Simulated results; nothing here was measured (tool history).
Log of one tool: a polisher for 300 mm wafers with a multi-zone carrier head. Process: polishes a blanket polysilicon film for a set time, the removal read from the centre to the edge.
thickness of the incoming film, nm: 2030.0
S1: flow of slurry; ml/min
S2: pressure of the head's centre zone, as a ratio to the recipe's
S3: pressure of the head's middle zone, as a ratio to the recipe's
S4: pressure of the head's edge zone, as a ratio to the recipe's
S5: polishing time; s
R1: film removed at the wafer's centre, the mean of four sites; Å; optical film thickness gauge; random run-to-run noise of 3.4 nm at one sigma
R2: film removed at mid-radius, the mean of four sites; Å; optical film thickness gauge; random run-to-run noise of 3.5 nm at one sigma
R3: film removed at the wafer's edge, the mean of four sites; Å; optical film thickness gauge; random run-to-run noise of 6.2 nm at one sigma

run 1 hour=0 | S1=160 S2=1 S3=1 S4=1 S5=59 | R1=5655.3 R2=6089.6 R3=6015.3
run 2 hour=5.3 | S1=160 S2=1 S3=0.92 S4=1 S5=59 | R1=5705.7 R2=5689.3 R3=6095.5
run 3 hour=11.9 | S1=155 S2=1.01 S3=0.91 S4=0.98 S5=59 | R1=5676.3 R2=5607 R3=6036.6
run 4 hour=12.5 | S1=175 S2=1.01 S3=0.91 S4=0.98 S5=59 | R1=5802.2 R2=5732.5 R3=6093.2
run 5 hour=16.3 | S1=170 S2=1.02 S3=0.9 S4=0.96 S5=59 | R1=5895.2 R2=5668.9 R3=6017.9
-- hour=19.2 centre zone pressure recalibrated
run 6 hour=19.2 | S1=165 S2=1.02 S3=0.89 S4=0.95 S5=59 | R1=6246.7 R2=5645.4 R3=5975.4
run 7 hour=20.3 | S1=160 S2=1.01 S3=0.89 S4=0.95 S5=58 | R1=6065.3 R2=5530.1 R3=5859.9
run 8 hour=27.9 | S1=155 S2=1 S3=0.89 S4=0.95 S5=57 | R1=5838.7 R2=5394.7 R3=5817.1

Run 9 has not been measured yet. What should we expect?
run 9 hour=34.1 | S1=155 S2=1 S3=0.89 S4=0.95 S5=56 | R1=? R2=? R3=?

Run 9 measured R1 5776.7 Å, R2 5266.3 Å, R3 5565.4 Å.

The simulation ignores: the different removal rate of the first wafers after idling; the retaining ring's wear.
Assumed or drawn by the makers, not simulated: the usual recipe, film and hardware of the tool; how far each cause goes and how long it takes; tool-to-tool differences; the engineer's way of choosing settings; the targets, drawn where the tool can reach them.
